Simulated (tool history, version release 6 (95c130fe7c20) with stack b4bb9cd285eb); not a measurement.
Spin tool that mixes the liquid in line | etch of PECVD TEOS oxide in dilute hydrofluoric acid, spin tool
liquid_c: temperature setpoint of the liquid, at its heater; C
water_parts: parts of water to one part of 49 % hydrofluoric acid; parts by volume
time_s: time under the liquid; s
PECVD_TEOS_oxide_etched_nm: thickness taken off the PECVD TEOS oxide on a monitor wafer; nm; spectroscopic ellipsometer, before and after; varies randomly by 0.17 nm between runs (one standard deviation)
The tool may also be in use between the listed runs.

run    day  liquid_c  water_parts  time_s  PECVD_TEOS_oxide_etched_nm
  1  0.000      22.0          150     250                      45.926
  2  0.262      21.0          155     250                      42.388
  3  0.358      21.0          110     250                      62.931
  4  0.417      20.5          120     250                      55.580
  5  0.629      20.5          120     270                      60.016
  6  0.988      20.0          130     270                      53.968
     1.150  -- hydrofluoric acid flow meter replaced
  7  1.150      19.5          135     270                      45.302

What will run 8 give?
  8  1.225      17.0          150     270                           ?

PECVD_TEOS_oxide_etched_nm: 36.174 nm

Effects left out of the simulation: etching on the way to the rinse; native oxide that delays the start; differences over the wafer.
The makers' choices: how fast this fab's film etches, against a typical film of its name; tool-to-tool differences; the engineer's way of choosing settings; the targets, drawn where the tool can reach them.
